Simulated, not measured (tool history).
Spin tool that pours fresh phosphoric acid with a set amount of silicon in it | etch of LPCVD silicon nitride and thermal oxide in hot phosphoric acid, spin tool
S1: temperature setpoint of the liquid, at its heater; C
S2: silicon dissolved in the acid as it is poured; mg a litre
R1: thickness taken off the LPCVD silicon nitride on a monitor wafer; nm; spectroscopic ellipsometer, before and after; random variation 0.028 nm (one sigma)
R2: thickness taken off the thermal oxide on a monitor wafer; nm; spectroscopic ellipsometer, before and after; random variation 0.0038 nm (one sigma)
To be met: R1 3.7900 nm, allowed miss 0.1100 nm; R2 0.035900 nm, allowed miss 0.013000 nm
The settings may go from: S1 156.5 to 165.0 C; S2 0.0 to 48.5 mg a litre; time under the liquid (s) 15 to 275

run 1 hour=0.0 | S1=160.0 S2=21.5 time_under_the_liquid_(s)=140 | R1=13.4200 R2=0.231400
run 2 hour=5.0 | S1=160.0 S2=17.0 time_under_the_liquid_(s)=140 | R1=13.2510 R2=0.296200
run 3 hour=11.0 | S1=160.0 S2=17.0 time_under_the_liquid_(s)=195 | R1=18.6210 R2=0.396060
run 4 hour=19.5 | S1=160.0 S2=17.0 time_under_the_liquid_(s)=220 | R1=20.7990 R2=0.370920
run 5 hour=21.6 | S1=159.5 S2=17.5 time_under_the_liquid_(s)=200 | R1=18.6580 R2=0.408300
run 6 hour=23.5 | S1=161.0 S2=17.5 time_under_the_liquid_(s)=200 | R1=19.6880 R2=0.402940
run 7 hour=30.5 | S1=160.5 S2=16.5 time_under_the_liquid_(s)=180 | R1=17.5990 R2=0.380020
run 8 hour=35.1 | S1=160.0 S2=20.0 time_under_the_liquid_(s)=165 | R1=15.5570 R2=0.274360
run 9 hour=38.6 | S1=159.5 S2=19.5 time_under_the_liquid_(s)=150 | R1=14.0980 R2=0.255960
run 10 hour=46.5 | S1=159.0 S2=18.5 time_under_the_liquid_(s)=135 | R1=12.3590 R2=0.225140
run 11 hour=55.2 | S1=156.5 S2=32.0 time_under_the_liquid_(s)=65 | R1=5.5254 R2=0.063861
run 12 hour=61.4 | S1=156.5 S2=32.5 time_under_the_liquid_(s)=60 | R1=5.0444 R2=0.059751
run 13 hour=62.9 | S1=156.5 S2=33.5 time_under_the_liquid_(s)=55 | R1=4.6328 R2=0.037577
run 14 hour=67.8 | S1=156.5 S2=33.0 time_under_the_liquid_(s)=50 | R1=4.2130 R2=0.049427
run 15 hour=74.9 | S1=156.5 S2=33.5 time_under_the_liquid_(s)=50 | R1=4.2133 R2=0.042948

4 next moves are on the table. One of them brings every result within its allowed miss. Which?
run A hour=82.0 | S1=156.5 S2=36.0 time_under_the_liquid_(s)=45 | R1=? R2=?
run B hour=82.0 | S1=157.5 S2=39.0 time_under_the_liquid_(s)=55 | R1=? R2=?
run C hour=82.0 | S1=157.0 S2=48.5 time_under_the_liquid_(s)=55 | R1=? R2=?
run D hour=82.0 | S1=157.5 S2=47.0 time_under_the_liquid_(s)=55 | R1=? R2=?

move=A R1=3.8050 R2=0.026065
move=B R1=4.8116 R2=0.028920
move=C R1=4.7305 R2=0.018193
move=D R1=4.8116 R2=0.018889
A: meets every target
B: further off than the last run
C: further off than the last run
D: further off than the last run
Answer: A
